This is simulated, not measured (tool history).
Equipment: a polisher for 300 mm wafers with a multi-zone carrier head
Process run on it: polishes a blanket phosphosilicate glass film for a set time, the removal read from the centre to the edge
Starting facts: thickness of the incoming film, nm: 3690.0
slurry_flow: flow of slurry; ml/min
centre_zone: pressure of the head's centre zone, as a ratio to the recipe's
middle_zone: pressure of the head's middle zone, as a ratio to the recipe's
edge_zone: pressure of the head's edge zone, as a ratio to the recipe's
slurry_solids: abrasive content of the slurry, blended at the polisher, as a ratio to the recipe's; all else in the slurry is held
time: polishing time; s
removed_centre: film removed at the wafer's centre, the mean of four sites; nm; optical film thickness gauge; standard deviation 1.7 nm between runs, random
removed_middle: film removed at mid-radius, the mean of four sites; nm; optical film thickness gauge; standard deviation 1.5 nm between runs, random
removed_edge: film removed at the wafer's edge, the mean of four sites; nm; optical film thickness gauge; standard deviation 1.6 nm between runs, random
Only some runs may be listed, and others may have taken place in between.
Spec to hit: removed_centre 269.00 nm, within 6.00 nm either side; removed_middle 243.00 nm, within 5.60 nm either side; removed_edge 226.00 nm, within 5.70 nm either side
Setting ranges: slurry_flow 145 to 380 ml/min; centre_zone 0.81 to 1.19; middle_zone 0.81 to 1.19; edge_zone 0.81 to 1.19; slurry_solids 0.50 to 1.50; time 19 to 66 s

| run | hour | slurry_flow | centre_zone | middle_zone | edge_zone | slurry_solids | time | removed_centre | removed_middle | removed_edge |
|---|---|---|---|---|---|---|---|---|---|---|
| 1 | 0.0 | 245 | 1.00 | 1.00 | 1.00 | 1.00 | 42 | 293.85 | 286.45 | 293.74 |
| 2 | 4.3 | 245 | 1.01 | 1.00 | 0.98 | 0.95 | 42 | 290.22 | 280.67 | 283.49 |
| 3 | 9.1 | 240 | 1.02 | 1.00 | 0.96 | 0.90 | 42 | 285.67 | 273.33 | 276.10 |
| 4 | 12.9 | 240 | 1.03 | 1.00 | 0.94 | 0.85 | 42 | 281.51 | 264.42 | 264.13 |
| 5 | 15.3 | 235 | 1.04 | 1.00 | 0.92 | 0.85 | 42 | 285.01 | 268.49 | 261.90 |
| 6 | 20.1 | 235 | 1.04 | 1.00 | 0.92 | 0.85 | 46 | 309.76 | 292.44 | 292.40 |
| 7 | 21.1 | 245 | 1.05 | 1.00 | 0.91 | 0.80 | 46 | 308.19 | 284.70 | 280.19 |
| 8 | 22.8 | 255 | 1.05 | 1.00 | 0.90 | 0.75 | 46 | 298.60 | 281.29 | 272.87 |
| 9 | 25.1 | 260 | 1.06 | 1.00 | 0.89 | 0.70 | 46 | 294.37 | 272.72 | 265.07 |
| 10 | 30.8 | 220 | 1.10 | 1.02 | 0.81 | 0.50 | 46 | 262.17 | 236.66 | 219.26 |
| 11 | 38.5 | 225 | 1.10 | 1.02 | 0.81 | 0.50 | 46 | 260.18 | 237.01 | 217.38 |
| 12 | 46.1 | 230 | 1.10 | 1.02 | 0.81 | 0.50 | 46 | 261.45 | 234.81 | 219.71 |
|  | 54.1 | slurry nozzle cleaned |
| 13 | 54.1 | 275 | 1.11 | 1.05 | 0.83 | 0.50 | 46 | 271.93 | 250.17 | 228.43 |
| 14 | 61.7 | 270 | 1.11 | 1.05 | 0.83 | 0.50 | 46 | 270.17 | 250.62 | 224.81 |

Which of these 5 next moves meets every target?
| A | 69.3 | 210 | 1.09 | 1.08 | 0.84 | 0.55 | 45 | ? | ? | ? |
| B | 69.3 | 250 | 1.14 | 1.07 | 0.81 | 0.60 | 43 | ? | ? | ? |
| C | 69.3 | 280 | 1.15 | 1.09 | 0.81 | 0.60 | 43 | ? | ? | ? |
| D | 69.3 | 245 | 1.10 | 1.02 | 0.84 | 0.65 | 41 | ? | ? | ? |
| E | 69.3 | 290 | 1.13 | 1.07 | 0.82 | 0.50 | 46 | ? | ? | ? |

| move | removed_centre | removed_middle | removed_edge |
|---|---|---|---|
| A | 268.07 | 255.89 | 225.86 |
| B | 282.47 | 255.28 | 223.52 |
| C | 287.54 | 261.41 | 224.81 |
| D | 268.58 | 241.75 | 223.58 |
| E | 279.33 | 254.41 | 223.16 |
A: the biggest miss grows against the last run
B: the biggest miss grows against the last run
C: the biggest miss grows against the last run
D: every result within its allowed miss
E: the biggest miss grows against the last run
So the answer is move D, the one that meets all the targets.
